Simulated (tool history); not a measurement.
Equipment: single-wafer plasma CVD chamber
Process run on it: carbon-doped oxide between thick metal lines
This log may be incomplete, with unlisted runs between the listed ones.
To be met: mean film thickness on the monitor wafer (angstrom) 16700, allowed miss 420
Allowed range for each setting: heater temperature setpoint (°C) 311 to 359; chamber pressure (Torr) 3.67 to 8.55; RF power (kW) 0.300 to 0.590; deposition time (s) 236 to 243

| run | hour | heater temperature setpoint (°C) | chamber pressure (Torr) | RF power (kW) | deposition time (s) | mean film thickness on the monitor wafer (angstrom) |
|---|---|---|---|---|---|---|
| 1 | 0.0 | 335 | 6.11 | 0.445 | 236 | 13414 |
| 2 | 1.9 | 334 | 6.20 | 0.460 | 237 | 13896 |
| 3 | 10.6 | 333 | 6.29 | 0.470 | 237 | 14250 |
| 4 | 18.3 | 332 | 6.41 | 0.480 | 237 | 14691 |
| 5 | 19.2 | 332 | 7.42 | 0.480 | 237 | 14809 |
| 6 | 25.0 | 325 | 7.42 | 0.480 | 237 | 15287 |
| 7 | 33.8 | 324 | 7.47 | 0.485 | 237 | 15469 |
| 8 | 37.0 | 323 | 7.51 | 0.490 | 237 | 15457 |
| 9 | 45.7 | 323 | 7.55 | 0.495 | 237 | 15570 |

Which single option among these 5 for the next run brings every result within its allowed miss of target? Just one does.
| A | 54.4 | 326 | 7.74 | 0.495 | 236 | ? |
| B | 54.4 | 327 | 6.23 | 0.485 | 241 | ? |
| C | 54.4 | 329 | 8.55 | 0.460 | 243 | ? |
| D | 54.4 | 318 | 8.21 | 0.540 | 243 | ? |
| E | 54.4 | 317 | 7.35 | 0.505 | 243 | ? |

| move | mean film thickness on the monitor wafer (angstrom) |
|---|---|
| A | 15520 |
| B | 15260 |
| C | 15011 |
| D | 17590 |
| E | 16612 |
A: roughly where the last run was
B: lands further from the targets than the last run did
C: lands further from the targets than the last run did
D: the result that was furthest off in the last run now lies on the other side of its target
E: in spec on every target
The move that meets every target is E.

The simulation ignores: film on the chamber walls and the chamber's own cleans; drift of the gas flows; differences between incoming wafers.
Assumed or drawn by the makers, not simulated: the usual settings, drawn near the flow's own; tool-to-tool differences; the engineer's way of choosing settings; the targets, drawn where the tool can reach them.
